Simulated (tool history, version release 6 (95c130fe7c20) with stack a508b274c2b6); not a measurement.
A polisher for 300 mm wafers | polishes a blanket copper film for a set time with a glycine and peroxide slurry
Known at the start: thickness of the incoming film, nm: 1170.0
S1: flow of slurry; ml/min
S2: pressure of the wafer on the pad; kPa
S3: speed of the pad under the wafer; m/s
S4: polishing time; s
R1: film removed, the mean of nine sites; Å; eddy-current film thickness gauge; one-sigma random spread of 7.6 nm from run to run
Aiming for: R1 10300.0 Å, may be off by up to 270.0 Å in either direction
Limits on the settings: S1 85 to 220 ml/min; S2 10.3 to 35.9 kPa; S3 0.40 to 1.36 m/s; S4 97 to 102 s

run  hour   S1    S2    S3  S4      R1
  1   0.0  140  22.8  0.88  97  6111.4
  2   3.4  140  22.8  0.98  97  6585.4
  3   6.8  110  22.8  0.98  97  6393.5
  4  12.8   85  22.8  0.98  97  6030.2
  5  20.1   85  22.8  0.76  97  5095.8
  6  20.8  105  22.8  0.76  97  5379.2
  7  23.6  105  22.8  0.76  97  5355.7
  8  30.3  125  26.2  0.78  97  6220.8
  9  35.0  140  29.0  0.82  97  7174.3
 10  42.6  150  31.0  0.84  97  7779.0
 11  44.4  160  32.4  0.86  97  8210.0
 12  50.7  165  33.1  0.90  97  8771.3
 13  55.4  170  33.8  0.92  97  9126.9
 14  62.4  170  34.5  0.94  97  9453.0
 15  64.1  170  35.2  0.96  97  9709.8
 16  65.6  170  35.2  0.96  97  9863.1

Exactly one of the 5 candidate moves below puts every result within its allowed miss. Which one?
  A  67.1  180  32.4  1.14   98   ?
  B  67.1  135  35.9  0.90   99   ?
  C  67.1  175  35.9  0.90  100   ?
  D  67.1  170  31.7  1.02   98   ?
  E  67.1  170  33.1  0.98   99   ?

move       R1
   A  10442.0
   B   9332.6
   C   9767.5
   D   9364.6
   E   9541.6
A: in spec on every target
B: moves away from the targets compared with the last run
C: moves away from the targets compared with the last run
D: moves away from the targets compared with the last run
E: moves away from the targets compared with the last run
Move A is the one to make.
